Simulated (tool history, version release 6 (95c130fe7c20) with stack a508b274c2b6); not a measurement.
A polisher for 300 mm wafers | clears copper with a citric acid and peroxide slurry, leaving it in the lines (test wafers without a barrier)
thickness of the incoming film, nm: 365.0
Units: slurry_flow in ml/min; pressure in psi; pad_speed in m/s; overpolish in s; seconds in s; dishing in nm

{"run": 1, "hour": 0.0, "slurry_flow": 310, "pressure": 4.1, "pad_speed": 1.3, "slurry_solids": 1, "overpolish": 18, "seconds": 86.618, "dishing": 51.75}
{"run": 2, "hour": 5.3, "slurry_flow": 310, "pressure": 4.1, "pad_speed": 1.3, "slurry_solids": 1, "overpolish": 25, "seconds": 89.79, "dishing": 65.792}
{"run": 3, "hour": 8.2, "slurry_flow": 310, "pressure": 3.9, "pad_speed": 1.3, "slurry_solids": 1, "overpolish": 24, "seconds": 91.303, "dishing": 62.945}
{"run": 4, "hour": 11.3, "slurry_flow": 310, "pressure": 3.7, "pad_speed": 1.3, "slurry_solids": 1, "overpolish": 23, "seconds": 96.491, "dishing": 58.946}
{"run": 5, "hour": 18.7, "slurry_flow": 310, "pressure": 3.7, "pad_speed": 1.3, "slurry_solids": 1.1, "overpolish": 23, "seconds": 95.629, "dishing": 59.307}
{"run": 6, "hour": 19.9, "slurry_flow": 310, "pressure": 3.2, "pad_speed": 1.3, "slurry_solids": 1.1, "overpolish": 23, "seconds": 103.19, "dishing": 53.961}

The next listed run, before its measurement:
{"run": 7, "hour": 21.0, "slurry_flow": 310, "pressure": 3.2, "pad_speed": 1.3, "slurry_solids": 1.1, "overpolish": 23, "seconds": "?", "dishing": "?"}

seconds: 105.03 s
dishing: 54.155 nm

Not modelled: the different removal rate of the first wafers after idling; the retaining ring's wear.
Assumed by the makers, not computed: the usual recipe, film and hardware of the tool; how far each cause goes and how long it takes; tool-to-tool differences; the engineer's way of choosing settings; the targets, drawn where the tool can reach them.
